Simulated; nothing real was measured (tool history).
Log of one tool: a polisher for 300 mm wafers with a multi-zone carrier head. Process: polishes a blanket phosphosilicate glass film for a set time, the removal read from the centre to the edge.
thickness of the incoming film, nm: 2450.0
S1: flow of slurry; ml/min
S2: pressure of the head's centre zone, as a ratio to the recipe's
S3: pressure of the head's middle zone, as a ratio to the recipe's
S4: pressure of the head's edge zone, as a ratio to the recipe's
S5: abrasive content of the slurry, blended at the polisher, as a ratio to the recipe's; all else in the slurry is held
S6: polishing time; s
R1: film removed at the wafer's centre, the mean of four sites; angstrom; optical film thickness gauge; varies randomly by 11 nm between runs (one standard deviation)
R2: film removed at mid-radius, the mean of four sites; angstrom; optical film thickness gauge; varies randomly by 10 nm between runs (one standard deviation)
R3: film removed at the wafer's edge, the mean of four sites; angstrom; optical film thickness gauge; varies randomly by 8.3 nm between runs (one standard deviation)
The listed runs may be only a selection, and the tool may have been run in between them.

run  hour   S1    S2    S3    S4    S5  S6      R1      R2      R3
  1     0  220     1     1     1     1  75  6163.9  6256.3  6275.3
  2   5.1  225     1  1.02  1.03   1.1  76  6576.7  6698.1  6777.4
  3  10.1  230  0.99  1.04  1.05   1.2  76  6579.7  7084.8  6919.5
  4    11  190  0.99  1.04  1.05   1.2  76  6570.7  6792.6  6737.7
  5  12.3  190  0.99  1.04  1.05  1.35  76  6838.2  6845.3  7039.9
  6  19.1  205  0.99  1.05  1.07   1.4  77  6791.3  7211.1  7377.9
  7  21.5  225  1.07  1.11  1.14   1.5  87  8529.9  8960.6  8898.5
  8  27.2  225  1.06  1.11  1.14   1.5  87  8620.9  8945.4  8879.7
  9  33.9  225  1.05  1.11  1.14   1.5  87  8335.8    9025  8879.6

Forecast run 10:
 10    38  225  1.04  1.11  1.14  1.5  87   ?   ?   ?

{"run 10": {"R1": 8533.5, "R2": 9110.1, "R3": 8824.8}}
